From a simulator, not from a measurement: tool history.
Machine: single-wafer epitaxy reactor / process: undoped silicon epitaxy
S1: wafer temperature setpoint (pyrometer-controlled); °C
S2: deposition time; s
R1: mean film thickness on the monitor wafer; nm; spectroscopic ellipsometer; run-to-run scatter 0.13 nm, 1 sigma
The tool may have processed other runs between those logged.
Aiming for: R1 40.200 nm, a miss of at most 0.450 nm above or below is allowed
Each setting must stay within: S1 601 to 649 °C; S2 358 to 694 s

| run | day | S1 | S2 | R1 |
|---|---|---|---|---|
| 1 | 0.000 | 625 | 526 | 50.625 |
| 2 | 0.167 | 625 | 564 | 54.258 |
| 3 | 0.354 | 634 | 564 | 65.190 |
| 4 | 0.471 | 642 | 564 | 76.137 |
| 5 | 0.596 | 633 | 563 | 63.891 |
| 6 | 0.792 | 637 | 563 | 69.001 |
| 7 | 0.833 | 629 | 562 | 58.934 |
| 8 | 1.050 | 617 | 560 | 45.812 |
| 9 | 1.362 | 610 | 560 | 39.512 |

4 candidate next runs follow, results not yet known. Just one meets every target within its allowed miss. Identify it.
| A | 1.675 | 611 | 573 | ? |
| B | 1.675 | 611 | 542 | ? |
| C | 1.675 | 613 | 535 | ? |
| D | 1.675 | 609 | 560 | ? |

| move | R1 |
|---|---|
| A | 41.394 |
| B | 39.155 |
| C | 40.289 |
| D | 38.802 |
A: moves the result that the last run missed by most past its target, out the other side
B: misses by more than the last run did
C: each result inside its tolerance
D: misses by more than the last run did
The move that meets every target is C.

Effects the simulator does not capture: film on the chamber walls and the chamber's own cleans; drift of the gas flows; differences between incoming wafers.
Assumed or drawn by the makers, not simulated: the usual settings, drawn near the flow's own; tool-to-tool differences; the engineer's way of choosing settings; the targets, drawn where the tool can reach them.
